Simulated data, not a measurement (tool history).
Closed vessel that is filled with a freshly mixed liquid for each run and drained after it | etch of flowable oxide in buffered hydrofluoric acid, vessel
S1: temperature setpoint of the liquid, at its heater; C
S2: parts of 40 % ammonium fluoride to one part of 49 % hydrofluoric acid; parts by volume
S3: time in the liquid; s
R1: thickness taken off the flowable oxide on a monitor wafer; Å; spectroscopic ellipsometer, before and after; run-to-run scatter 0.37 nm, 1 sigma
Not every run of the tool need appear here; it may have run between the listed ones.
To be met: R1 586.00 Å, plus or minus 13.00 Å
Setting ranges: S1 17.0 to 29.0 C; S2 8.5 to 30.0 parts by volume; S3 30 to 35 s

{"run": 1, "hour": 0.0, "S1": 21.0, "S2": 23.0, "S3": 35, "R1": 518.22}
{"run": 2, "hour": 4.5, "S1": 21.5, "S2": 23.0, "S3": 35, "R1": 529.12}
{"run": 3, "hour": 12.6, "S1": 21.5, "S2": 23.0, "S3": 35, "R1": 530.0}
{"run": 4, "hour": 13.6, "S1": 19.0, "S2": 23.0, "S3": 35, "R1": 463.85}
{"run": 5, "hour": 21.3, "S1": 20.5, "S2": 23.0, "S3": 35, "R1": 504.74}
{"run": 6, "hour": 24.4, "S1": 20.5, "S2": 17.0, "S3": 35, "R1": 650.24}
{"run": 7, "hour": 30.5, "S1": 20.0, "S2": 17.0, "S3": 35, "R1": 632.33}
{"run": 8, "hour": 33.4, "S1": 19.5, "S2": 17.0, "S3": 35, "R1": 621.38}
{"run": 9, "hour": 36.2, "S1": 19.0, "S2": 17.0, "S3": 35, "R1": 605.96}

Which one of the following 5 next-run settings gets every result inside its allowed miss? There is exactly one.
{"run": "A", "hour": 39.0, "S1": 23.0, "S2": 20.0, "S3": 30, "R1": "?"}
{"run": "B", "hour": 39.0, "S1": 19.5, "S2": 16.5, "S3": 30, "R1": "?"}
{"run": "C", "hour": 39.0, "S1": 19.0, "S2": 18.5, "S3": 35, "R1": "?"}
{"run": "D", "hour": 39.0, "S1": 17.0, "S2": 14.0, "S3": 30, "R1": "?"}
{"run": "E", "hour": 39.0, "S1": 19.0, "S2": 15.0, "S3": 30, "R1": "?"}

move=A R1=547.97
move=B R1=545.21
move=C R1=552.37
move=D R1=556.18
move=E R1=582.23
A: takes the result that was furthest off past its target
B: takes the result that was furthest off past its target
C: takes the result that was furthest off past its target
D: takes the result that was furthest off past its target
E: all results land within tolerance of their targets
Go with E: it meets all targets.

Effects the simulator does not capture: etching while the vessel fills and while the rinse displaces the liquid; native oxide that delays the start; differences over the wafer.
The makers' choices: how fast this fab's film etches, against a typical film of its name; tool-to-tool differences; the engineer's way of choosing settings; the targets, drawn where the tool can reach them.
